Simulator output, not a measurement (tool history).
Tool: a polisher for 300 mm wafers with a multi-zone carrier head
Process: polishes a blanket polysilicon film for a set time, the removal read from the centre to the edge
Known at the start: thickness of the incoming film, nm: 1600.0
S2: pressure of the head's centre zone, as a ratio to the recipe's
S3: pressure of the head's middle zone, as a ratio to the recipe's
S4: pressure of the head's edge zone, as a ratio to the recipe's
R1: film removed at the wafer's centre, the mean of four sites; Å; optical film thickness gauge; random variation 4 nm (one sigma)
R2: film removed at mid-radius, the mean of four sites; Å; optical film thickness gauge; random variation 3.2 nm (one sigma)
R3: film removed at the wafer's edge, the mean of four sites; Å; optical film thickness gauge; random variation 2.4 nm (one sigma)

{"run": 1, "hour": 0.0, "flow of slurry (ml/min)": 200, "S2": 1, "S3": 1, "S4": 1, "polishing time (s)": 64, "R1": 4842.4, "R2": 4651.8, "R3": 4813.1}
{"run": 2, "hour": 6.5, "flow of slurry (ml/min)": 200, "S2": 1, "S3": 1, "S4": 1, "polishing time (s)": 74, "R1": 5460, "R2": 5375.4, "R3": 5595.4}
{"run": 3, "hour": 11.6, "flow of slurry (ml/min)": 200, "S2": 1, "S3": 1, "S4": 0.95, "polishing time (s)": 74, "R1": 5521.7, "R2": 5489.1, "R3": 5370.1}
{"run": 4, "hour": 18.0, "flow of slurry (ml/min)": 160, "S2": 1, "S3": 1, "S4": 0.95, "polishing time (s)": 74, "R1": 5387.4, "R2": 5267.4, "R3": 5300.8}
{"run": 5, "hour": 20.9, "flow of slurry (ml/min)": 180, "S2": 1, "S3": 1, "S4": 0.95, "polishing time (s)": 74, "R1": 5416.7, "R2": 5428.4, "R3": 5348.3}
{"run": 6, "hour": 29.8, "flow of slurry (ml/min)": 180, "S2": 1.07, "S3": 1, "S4": 0.95, "polishing time (s)": 74, "R1": 5791.2, "R2": 5308.3, "R3": 5390}
{"run": 7, "hour": 34.7, "flow of slurry (ml/min)": 175, "S2": 1.05, "S3": 0.98, "S4": 0.95, "polishing time (s)": 69, "R1": 5362, "R2": 4838.8, "R3": 5013.4}
{"run": 8, "hour": 41.1, "flow of slurry (ml/min)": 170, "S2": 1.03, "S3": 0.97, "S4": 0.95, "polishing time (s)": 65, "R1": 4946.7, "R2": 4570.8, "R3": 4752.7}
{"run": 9, "hour": 46.2, "flow of slurry (ml/min)": 165, "S2": 1.02, "S3": 0.96, "S4": 0.95, "polishing time (s)": 61, "R1": 4521.7, "R2": 4219.2, "R3": 4392}

The next listed run, before its measurement:
{"run": 10, "hour": 51.2, "flow of slurry (ml/min)": 165, "S2": 1.02, "S3": 0.96, "S4": 0.95, "polishing time (s)": 61, "R1": "?", "R2": "?", "R3": "?"}

Run 10 gave R1 4599.5 Å, R2 4224.8 Å, R3 4336.8 Å.
